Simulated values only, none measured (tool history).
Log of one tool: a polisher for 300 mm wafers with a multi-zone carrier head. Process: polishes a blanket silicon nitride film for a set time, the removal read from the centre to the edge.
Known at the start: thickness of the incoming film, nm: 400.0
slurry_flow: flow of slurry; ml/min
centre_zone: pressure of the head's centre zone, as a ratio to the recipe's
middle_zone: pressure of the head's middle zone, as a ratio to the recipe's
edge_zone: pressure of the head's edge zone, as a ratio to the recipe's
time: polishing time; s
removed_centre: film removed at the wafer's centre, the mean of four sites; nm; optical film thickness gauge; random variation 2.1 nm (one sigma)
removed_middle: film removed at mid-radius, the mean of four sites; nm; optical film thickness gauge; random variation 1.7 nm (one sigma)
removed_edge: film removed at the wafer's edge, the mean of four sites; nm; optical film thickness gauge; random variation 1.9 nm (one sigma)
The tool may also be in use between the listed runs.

run	day	slurry_flow	centre_zone	middle_zone	edge_zone	time	removed_centre	removed_middle	removed_edge
1	0.000	300	1.00	1.00	1.00	65	120.88	120.27	119.10
2	0.258	300	1.00	1.00	1.00	71	132.67	131.71	127.46
3	0.583	300	1.00	1.00	1.00	79	149.81	145.74	140.64
4	0.804	300	1.06	1.00	1.00	79	156.84	148.66	140.73
5	0.917	300	1.06	0.95	1.00	79	157.05	141.75	142.78
6	1.267	300	1.05	0.95	1.02	80	155.92	143.95	147.04
7	1.596	300	1.05	0.95	1.03	81	155.72	146.56	146.05
8	1.946	300	1.04	0.94	1.04	82	157.20	144.52	152.40
9	2.183	300	1.04	0.94	1.05	83	163.49	147.15	150.02
10	2.504	300	1.02	0.94	1.04	84	160.58	147.96	154.18
11	2.700	300	1.01	0.94	1.05	85	162.75	150.55	153.42

The next listed run, before its measurement:
12	3.062	300	1.00	0.94	1.06	86	?	?	?

removed_centre: 156.38 nm
removed_middle: 155.05 nm
removed_edge: 163.10 nm
